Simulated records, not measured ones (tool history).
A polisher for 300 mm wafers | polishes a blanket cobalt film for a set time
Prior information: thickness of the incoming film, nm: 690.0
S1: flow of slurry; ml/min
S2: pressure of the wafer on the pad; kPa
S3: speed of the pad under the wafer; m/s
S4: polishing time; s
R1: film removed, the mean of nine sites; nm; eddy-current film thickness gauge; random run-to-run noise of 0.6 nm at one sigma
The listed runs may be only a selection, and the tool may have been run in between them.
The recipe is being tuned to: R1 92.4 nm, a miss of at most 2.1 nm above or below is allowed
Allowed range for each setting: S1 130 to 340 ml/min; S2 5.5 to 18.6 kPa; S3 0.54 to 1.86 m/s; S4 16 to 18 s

{"run": 1, "hour": 0.0, "S1": 220, "S2": 11.7, "S3": 1.18, "S4": 18, "R1": 76.881}
{"run": 2, "hour": 6.5, "S1": 230, "S2": 12.4, "S3": 1.18, "S4": 18, "R1": 81.808}
{"run": 3, "hour": 10.2, "S1": 235, "S2": 13.1, "S3": 1.18, "S4": 18, "R1": 86.772}
{"run": 4, "hour": 12.2, "S1": 240, "S2": 13.1, "S3": 1.18, "S4": 18, "R1": 86.003}
{"run": 5, "hour": 21.2, "S1": 240, "S2": 11.7, "S3": 1.18, "S4": 18, "R1": 76.66}
{"run": 6, "hour": 22.5, "S1": 240, "S2": 11.7, "S3": 1.18, "S4": 18, "R1": 77.587}
{"run": 7, "hour": 27.2, "S1": 245, "S2": 12.4, "S3": 1.18, "S4": 18, "R1": 81.948}
{"run": 8, "hour": 29.8, "S1": 245, "S2": 13.1, "S3": 1.18, "S4": 18, "R1": 87.546}
{"run": 9, "hour": 36.5, "S1": 250, "S2": 13.1, "S3": 1.18, "S4": 18, "R1": 86.749}

4 next moves are on the table. One of them brings every result within its allowed miss. Which?
{"run": "A", "hour": 43.2, "S1": 240, "S2": 16.5, "S3": 1.2, "S4": 16, "R1": "?"}
{"run": "B", "hour": 43.2, "S1": 195, "S2": 12.4, "S3": 1.38, "S4": 17, "R1": "?"}
{"run": "C", "hour": 43.2, "S1": 205, "S2": 16.5, "S3": 1.08, "S4": 17, "R1": "?"}
{"run": "D", "hour": 43.2, "S1": 185, "S2": 10.3, "S3": 1.78, "S4": 18, "R1": "?"}

move=A R1=98.591
move=B R1=87.564
move=C R1=92.206
move=D R1=98.637
A: carries the result that was furthest off beyond its target, to the other side
B: an improvement on the last run, though not all results are within tolerance
C: hits every target within its allowed miss
D: carries the result that was furthest off beyond its target, to the other side
Move C is the one to make.
